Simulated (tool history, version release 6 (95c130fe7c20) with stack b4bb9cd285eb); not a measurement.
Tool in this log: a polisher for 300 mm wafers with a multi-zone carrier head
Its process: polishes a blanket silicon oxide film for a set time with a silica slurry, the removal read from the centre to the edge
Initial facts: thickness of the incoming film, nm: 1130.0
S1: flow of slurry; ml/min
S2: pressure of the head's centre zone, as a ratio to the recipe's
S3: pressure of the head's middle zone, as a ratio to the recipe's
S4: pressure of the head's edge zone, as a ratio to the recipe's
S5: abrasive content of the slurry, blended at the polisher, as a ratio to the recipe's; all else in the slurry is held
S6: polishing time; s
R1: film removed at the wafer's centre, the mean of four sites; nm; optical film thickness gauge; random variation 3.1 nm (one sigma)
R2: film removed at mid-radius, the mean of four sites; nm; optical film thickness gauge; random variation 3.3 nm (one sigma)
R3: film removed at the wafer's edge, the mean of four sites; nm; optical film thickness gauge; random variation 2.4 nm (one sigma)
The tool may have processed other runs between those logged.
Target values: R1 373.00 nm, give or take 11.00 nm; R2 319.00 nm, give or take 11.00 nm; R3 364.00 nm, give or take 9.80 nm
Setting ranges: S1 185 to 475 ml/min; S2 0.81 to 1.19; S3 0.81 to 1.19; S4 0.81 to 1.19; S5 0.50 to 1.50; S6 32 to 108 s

run,hour,S1,S2,S3,S4,S5,S6,R1,R2,R3
1,0.0,305,1.00,1.00,1.00,1.00,70,255.36,253.67,246.17
2,1.0,305,1.00,1.00,0.97,1.00,70,250.36,254.01,239.70
3,7.4,305,1.00,1.00,0.97,0.80,70,211.76,214.78,202.12
4,8.0,305,1.00,1.00,0.97,0.65,70,172.38,174.27,163.35
5,11.8,305,1.01,0.99,0.99,0.75,70,201.02,200.46,192.19
6,18.3,305,1.01,0.99,0.99,0.75,79,224.74,224.28,217.86
7,19.4,305,1.02,0.99,1.01,0.80,79,241.63,243.56,233.71
8,23.2,305,1.03,0.97,1.03,0.85,79,260.51,256.07,248.15
9,32.2,280,1.03,0.87,1.13,1.10,81,316.93,272.90,316.47
10,32.9,285,1.04,0.88,1.14,1.10,81,316.89,281.36,321.54
11,35.1,290,1.05,0.88,1.15,1.10,81,320.39,279.44,323.45
12,41.2,295,1.06,0.88,1.16,1.10,81,326.16,287.48,321.61
13,44.3,300,1.06,0.88,1.16,1.10,81,328.56,289.38,325.33
14,47.3,310,1.06,0.87,1.16,1.10,81,324.86,277.49,323.14
15,48.5,310,1.08,0.88,1.17,1.20,81,349.31,297.99,339.76
16,51.7,310,1.08,0.88,1.18,1.25,81,359.55,304.52,346.86

Of the 5 settings listed for the next run, only one would bring every result within its allowed miss of target. Which one?
A,54.9,315,1.06,0.82,1.19,1.25,90,?,?,?
B,54.9,285,1.09,0.81,1.19,1.35,81,?,?,?
C,54.9,330,1.02,0.83,1.19,1.30,87,?,?,?
D,54.9,355,1.08,0.89,1.19,1.40,79,?,?,?
E,54.9,320,1.03,0.84,1.19,1.25,88,?,?,?

move,R1,R2,R3
A,391.17,316.33,391.42
B,372.36,290.08,363.36
C,372.42,316.11,386.82
D,373.16,316.29,364.78
E,372.14,315.91,382.99
A: the result that was furthest off in the last run now lies on the other side of its target
B: the furthest-off result lands on target, but another misses its tolerance
C: the result that was furthest off in the last run now lies on the other side of its target
D: meets every target
E: the result that was furthest off in the last run now lies on the other side of its target
D is the move that brings every result within its allowed miss.

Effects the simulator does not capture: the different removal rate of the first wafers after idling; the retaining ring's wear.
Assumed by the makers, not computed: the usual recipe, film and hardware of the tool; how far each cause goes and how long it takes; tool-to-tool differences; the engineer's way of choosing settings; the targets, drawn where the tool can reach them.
